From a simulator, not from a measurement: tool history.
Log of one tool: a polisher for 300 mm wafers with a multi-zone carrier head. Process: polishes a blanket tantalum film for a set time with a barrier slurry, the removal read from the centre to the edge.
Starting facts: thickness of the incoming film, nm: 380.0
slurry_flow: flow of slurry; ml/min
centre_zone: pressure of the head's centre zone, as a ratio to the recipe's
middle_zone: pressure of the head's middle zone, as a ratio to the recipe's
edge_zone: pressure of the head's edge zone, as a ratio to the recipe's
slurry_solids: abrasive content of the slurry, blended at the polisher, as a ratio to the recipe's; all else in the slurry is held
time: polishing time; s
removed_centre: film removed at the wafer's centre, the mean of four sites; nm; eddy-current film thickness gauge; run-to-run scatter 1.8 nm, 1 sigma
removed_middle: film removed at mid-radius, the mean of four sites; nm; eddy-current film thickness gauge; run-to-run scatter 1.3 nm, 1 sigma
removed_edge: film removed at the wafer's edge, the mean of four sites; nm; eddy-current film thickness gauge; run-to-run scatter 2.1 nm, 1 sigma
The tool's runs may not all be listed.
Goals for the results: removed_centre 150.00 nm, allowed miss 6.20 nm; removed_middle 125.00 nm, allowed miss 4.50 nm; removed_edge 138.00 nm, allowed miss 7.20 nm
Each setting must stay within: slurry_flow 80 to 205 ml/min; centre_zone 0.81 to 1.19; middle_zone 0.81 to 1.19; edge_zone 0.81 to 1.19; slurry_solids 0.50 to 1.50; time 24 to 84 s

run  hour  slurry_flow  centre_zone  middle_zone  edge_zone  slurry_solids  time  removed_centre  removed_middle  removed_edge
  1   0.0          135         1.00         1.00       1.00           1.00    54          112.55          108.08        111.26
  2   4.0          135         0.93         1.00       1.00           1.00    54          106.02          108.78        109.11
  3   5.6          135         0.93         0.92       1.00           1.00    54          107.03          100.64        112.13
  4  12.6          135         0.93         1.01       1.00           1.00    54          106.03          108.40        107.02
  5  16.3          145         0.97         1.01       1.01           1.05    54          113.49          110.49        111.72
  6  20.7          145         1.00         1.01       1.01           1.05    54          115.47          110.20        110.66
  7  27.1          145         1.02         1.00       1.02           1.15    55          123.83          115.37        117.73
  8  30.7          145         1.04         0.99       1.03           1.20    55          127.73          114.63        118.11

Exercise: of the 4 proposed moves below, exactly one satisfies all targets within the stated allowed misses. Which move is it?
  A  34.3          125         1.00         0.85       1.13           1.15    70               ?               ?             ?
  B  34.3          160         1.07         0.95       1.04           1.40    60               ?               ?             ?
  C  34.3          160         1.16         1.01       1.00           1.30    57               ?               ?             ?
  D  34.3          155         1.02         0.86       1.05           1.15    62               ?               ?             ?

move  removed_centre  removed_middle  removed_edge
   A          149.01          124.54        156.32
   B          147.57          126.68        137.36
   C          148.43          124.84        126.07
   D          139.71          115.32        136.76
A: corrects the largest miss of the last run, while another result sits out of spec
B: every result within its allowed miss
C: corrects the largest miss of the last run, while another result sits out of spec
D: better than the last run, though not everything is in spec
Answer: B

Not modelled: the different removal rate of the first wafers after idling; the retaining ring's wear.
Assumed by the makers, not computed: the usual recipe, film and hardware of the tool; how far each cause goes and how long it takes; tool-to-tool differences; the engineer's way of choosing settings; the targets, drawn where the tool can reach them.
